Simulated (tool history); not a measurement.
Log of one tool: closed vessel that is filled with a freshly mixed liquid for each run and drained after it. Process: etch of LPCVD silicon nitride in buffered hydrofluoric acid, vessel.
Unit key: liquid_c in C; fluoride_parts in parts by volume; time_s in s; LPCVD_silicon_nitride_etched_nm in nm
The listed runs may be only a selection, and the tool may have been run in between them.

run,hour,liquid_c,fluoride_parts,time_s,LPCVD_silicon_nitride_etched_nm
1,0,21,14,2400,19.467
2,8.4,21,14,2400,19.615
3,17,19,14,2400,17.231
4,17.8,18.5,14,2400,17.05
5,21.5,18,14.5,2400,15.982
6,25.6,21,14.5,2400,18.962
7,28.5,19.5,14.5,2400,17.383
8,36.4,18.5,14.5,2400,16.249
9,41,18,14.5,2400,15.907

Forecast run 10:
10,48.3,17.5,14.5,2400,?

Run 10 measured LPCVD_silicon_nitride_etched_nm 15.502 nm.

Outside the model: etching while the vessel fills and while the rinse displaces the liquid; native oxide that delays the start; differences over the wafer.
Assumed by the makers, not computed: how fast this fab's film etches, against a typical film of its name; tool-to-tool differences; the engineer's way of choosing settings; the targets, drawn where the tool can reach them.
